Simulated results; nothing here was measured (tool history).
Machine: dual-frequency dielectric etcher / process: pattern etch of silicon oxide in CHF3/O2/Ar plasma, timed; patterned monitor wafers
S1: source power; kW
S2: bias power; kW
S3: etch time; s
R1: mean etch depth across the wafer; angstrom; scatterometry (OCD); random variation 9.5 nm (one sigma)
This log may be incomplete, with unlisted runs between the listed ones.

run,hour,S1,S2,S3,R1
1,0.0,0.770,0.152,720.5,16172
2,1.0,0.840,0.155,721.0,16750
3,9.8,0.900,0.158,721.5,17241
4,10.7,0.810,0.158,721.5,16583
5,16.3,0.910,0.158,721.5,17202
6,19.3,0.800,0.158,721.5,16443
7,27.5,0.870,0.162,722.5,17097

Run 8, settings as shown, results not yet in. Your forecast:
8,29.9,0.910,0.165,723.0,?

For run 8 the tool returned R1 17625 angstrom.
